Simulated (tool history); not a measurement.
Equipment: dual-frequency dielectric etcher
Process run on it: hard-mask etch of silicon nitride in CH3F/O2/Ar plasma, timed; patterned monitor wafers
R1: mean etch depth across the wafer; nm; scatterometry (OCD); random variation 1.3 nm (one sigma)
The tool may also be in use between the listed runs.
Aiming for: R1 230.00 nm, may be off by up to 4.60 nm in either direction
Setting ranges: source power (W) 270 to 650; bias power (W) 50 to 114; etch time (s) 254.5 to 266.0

Run 1, hour 0.0: source power (W) 460, bias power (W) 82, etch time (s) 254.5. Result: R1 205.73 nm.
Run 2, hour 6.3: source power (W) 470, bias power (W) 82, etch time (s) 254.5. Result: R1 208.18 nm.
Run 3, hour 7.9: source power (W) 480, bias power (W) 82, etch time (s) 254.5. Result: R1 212.55 nm.
Run 4, hour 10.1: source power (W) 480, bias power (W) 69, etch time (s) 254.5. Result: R1 202.00 nm.
Run 5, hour 12.4: source power (W) 480, bias power (W) 69, etch time (s) 254.5. Result: R1 199.26 nm.
Run 6, hour 16.8: source power (W) 560, bias power (W) 69, etch time (s) 254.5. Result: R1 217.10 nm.
Run 7, hour 25.7: source power (W) 570, bias power (W) 69, etch time (s) 254.5. Result: R1 217.68 nm.
Run 8, hour 33.3: source power (W) 580, bias power (W) 69, etch time (s) 254.5. Result: R1 218.16 nm.
Run 9, hour 39.7: source power (W) 580, bias power (W) 69, etch time (s) 254.5. Result: R1 221.81 nm.
Run 10, hour 46.3: source power (W) 600, bias power (W) 70, etch time (s) 254.5. Result: R1 224.78 nm.

Consider the 5 candidate settings below. Which is the only one whose results all fall within their allowed miss of target?
Run A, hour 52.9: source power (W) 580, bias power (W) 63, etch time (s) 258.5. Result: R1 ?.
Run B, hour 52.9: source power (W) 600, bias power (W) 65, etch time (s) 256.5. Result: R1 ?.
Run C, hour 52.9: source power (W) 650, bias power (W) 64, etch time (s) 256.5. Result: R1 ?.
Run D, hour 52.9: source power (W) 620, bias power (W) 60, etch time (s) 257.5. Result: R1 ?.
Run E, hour 52.9: source power (W) 620, bias power (W) 64, etch time (s) 254.5. Result: R1 ?.

move      R1
   A  217.94
   B  221.97
   C  229.55
   D  220.93
   E  222.67
A: its largest miss is bigger than the last run's
B: its largest miss is bigger than the last run's
C: meets every target
D: its largest miss is bigger than the last run's
E: its largest miss is bigger than the last run's
Go with C: it meets all targets.
